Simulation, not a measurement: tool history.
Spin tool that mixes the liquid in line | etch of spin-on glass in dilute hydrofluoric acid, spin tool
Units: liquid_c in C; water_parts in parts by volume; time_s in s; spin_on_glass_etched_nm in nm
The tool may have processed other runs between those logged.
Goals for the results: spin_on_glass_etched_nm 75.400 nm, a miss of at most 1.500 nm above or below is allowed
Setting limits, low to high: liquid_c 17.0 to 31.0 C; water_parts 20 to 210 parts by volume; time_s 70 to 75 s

run	hour	liquid_c	water_parts	time_s	spin_on_glass_etched_nm
1	0.0	23.0	115	70	26.723
2	7.4	23.0	115	70	26.772
3	13.2	20.5	115	70	24.214
4	16.5	23.5	90	70	36.131
5	18.0	23.5	90	70	36.004
6	22.2	23.5	55	70	61.629
7	30.4	25.5	55	70	67.525
8	32.7	26.0	55	70	68.195
9	41.3	26.5	55	70	70.017

Which of these 4 next moves meets every target?
A	49.9	30.0	65	70	?
B	49.9	29.0	60	75	?
C	49.9	24.5	45	70	?
D	49.9	28.0	55	75	?

move	spin_on_glass_etched_nm
A	66.935
B	75.283
C	79.866
D	79.531
A: its largest miss is bigger than the last run's
B: meets every target
C: the result that was furthest off in the last run now lies on the other side of its target
D: the result that was furthest off in the last run now lies on the other side of its target
Go with B: it meets all targets.
